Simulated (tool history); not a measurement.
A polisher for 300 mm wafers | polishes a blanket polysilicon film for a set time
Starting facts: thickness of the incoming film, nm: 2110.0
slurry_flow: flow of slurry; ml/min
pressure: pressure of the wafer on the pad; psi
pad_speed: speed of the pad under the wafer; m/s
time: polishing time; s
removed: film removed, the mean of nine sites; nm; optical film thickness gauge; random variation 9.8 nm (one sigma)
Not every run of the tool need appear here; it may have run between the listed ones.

Run 1, hour 0: slurry_flow 130 ml/min, pressure 2.9 psi, pad_speed 1.22 m/s, time 38 s. Result: removed 452.77 nm.
Run 2, hour 1.8: slurry_flow 130 ml/min, pressure 2.9 psi, pad_speed 1.08 m/s, time 38 s. Result: removed 411.61 nm.
Run 3, hour 8.7: slurry_flow 110 ml/min, pressure 2.9 psi, pad_speed 1.08 m/s, time 38 s. Result: removed 404.79 nm.
Run 4, hour 14: slurry_flow 110 ml/min, pressure 3.1 psi, pad_speed 1.08 m/s, time 38 s. Result: removed 428.21 nm.
Run 5, hour 20.9: slurry_flow 110 ml/min, pressure 3.1 psi, pad_speed 0.88 m/s, time 38 s. Result: removed 349.81 nm.
Run 6, hour 24.6: slurry_flow 110 ml/min, pressure 3.1 psi, pad_speed 0.88 m/s, time 34 s. Result: removed 323.55 nm.
Run 7, hour 28.1: slurry_flow 110 ml/min, pressure 3.6 psi, pad_speed 1.04 m/s, time 34 s. Result: removed 430.09 nm.
Run 8, hour 29: slurry_flow 110 ml/min, pressure 3.9 psi, pad_speed 1.18 m/s, time 34 s. Result: removed 512.08 nm.
Run 9, hour 30.1: slurry_flow 110 ml/min, pressure 4.1 psi, pad_speed 1.3 m/s, time 34 s. Result: removed 603.14 nm.
Run 10, hour 34.8: slurry_flow 110 ml/min, pressure 4.2 psi, pad_speed 1.36 m/s, time 34 s. Result: removed 645.17 nm.
Run 11, hour 41.4: slurry_flow 115 ml/min, pressure 4.3 psi, pad_speed 1.42 m/s, time 34 s. Result: removed 693.31 nm.

Run 12 has not been measured yet. What should we expect?
Run 12, hour 44.5: slurry_flow 115 ml/min, pressure 4.4 psi, pad_speed 1.46 m/s, time 34 s. Result: removed ?.

{"run 12": {"removed": 733.15}}

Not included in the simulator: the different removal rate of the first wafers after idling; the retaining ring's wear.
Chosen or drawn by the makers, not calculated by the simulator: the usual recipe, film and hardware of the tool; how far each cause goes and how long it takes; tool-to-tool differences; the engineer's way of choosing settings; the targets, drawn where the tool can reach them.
